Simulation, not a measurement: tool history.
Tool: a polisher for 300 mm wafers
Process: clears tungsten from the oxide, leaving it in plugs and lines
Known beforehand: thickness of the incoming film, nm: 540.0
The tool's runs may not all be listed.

| run | hour | flow of slurry (ml/min) | pressure of the wafer on the pad (psi) | speed of the pad under the wafer (m/s) | abrasive content of the slurry | overpolish time after the end point (s) | time until the end point was called (s) |
|---|---|---|---|---|---|---|---|
| 1 | 0 | 245 | 4.6 | 1.16 | 1 | 44 | 75.061 |
| 2 | 7.7 | 245 | 4.6 | 1.16 | 0.8 | 44 | 83.246 |
| 3 | 14.2 | 245 | 4.2 | 1.14 | 0.8 | 44 | 90.031 |
| 4 | 18.6 | 245 | 3.9 | 1.12 | 0.8 | 44 | 98.01 |
| 5 | 25.4 | 245 | 4.8 | 1.12 | 0.8 | 44 | 81.247 |
| 6 | 28.6 | 245 | 4.8 | 1.12 | 0.95 | 44 | 76.72 |
| 7 | 35.5 | 245 | 4.3 | 1.1 | 0.95 | 44 | 86.502 |
| 8 | 38.3 | 245 | 4 | 1.08 | 0.95 | 44 | 90.278 |
| 9 | 40.4 | 245 | 3.7 | 1.06 | 0.95 | 44 | 101.36 |

For run 10, what comes out?
| 10 | 41.1 | 245 | 3.5 | 1.06 | 0.95 | 44 | ? |

Run 10 produced time until the end point was called (s) 104.43.

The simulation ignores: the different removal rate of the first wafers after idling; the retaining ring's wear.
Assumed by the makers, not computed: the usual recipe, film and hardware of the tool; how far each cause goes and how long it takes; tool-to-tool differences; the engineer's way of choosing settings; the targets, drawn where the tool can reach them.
